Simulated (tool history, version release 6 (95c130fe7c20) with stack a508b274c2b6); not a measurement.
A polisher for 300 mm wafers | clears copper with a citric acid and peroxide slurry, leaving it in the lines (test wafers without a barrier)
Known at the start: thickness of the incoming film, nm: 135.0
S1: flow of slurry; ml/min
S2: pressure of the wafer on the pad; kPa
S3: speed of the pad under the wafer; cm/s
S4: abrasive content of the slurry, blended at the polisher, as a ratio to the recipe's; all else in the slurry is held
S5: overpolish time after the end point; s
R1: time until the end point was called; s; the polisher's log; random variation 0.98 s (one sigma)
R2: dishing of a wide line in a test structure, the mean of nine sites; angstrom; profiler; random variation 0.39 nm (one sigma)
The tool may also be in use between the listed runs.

run 1 hour=0 | S1=215 S2=14.5 S3=102 S4=1 S5=18 | R1=78.795 R2=253.58
run 2 hour=0.8 | S1=215 S2=14.5 S3=102 S4=1 S5=17 | R1=77.514 R2=240.09
run 3 hour=6.4 | S1=210 S2=12.4 S3=102 S4=1 S5=15 | R1=91.179 R2=184.22
run 4 hour=7.6 | S1=205 S2=12.4 S3=102 S4=1 S5=14 | R1=90.777 R2=180.03
run 5 hour=8.5 | S1=255 S2=12.4 S3=102 S4=1 S5=14 | R1=87.268 R2=179.88
run 6 hour=11.9 | S1=250 S2=12.4 S3=102 S4=1 S5=14 | R1=85.873 R2=185.56
run 7 hour=12.4 | S1=245 S2=12.4 S3=102 S4=1 S5=14 | R1=86.349 R2=180.22
run 8 hour=18.7 | S1=240 S2=12.4 S3=102 S4=1 S5=14 | R1=87.826 R2=172.08

Run 9 comes next. What will it give?
run 9 hour=23.2 | S1=235 S2=12.4 S3=102 S4=1 S5=14 | R1=? R2=?

{"run 9": {"R1": 85.658, "R2": 175.65}}
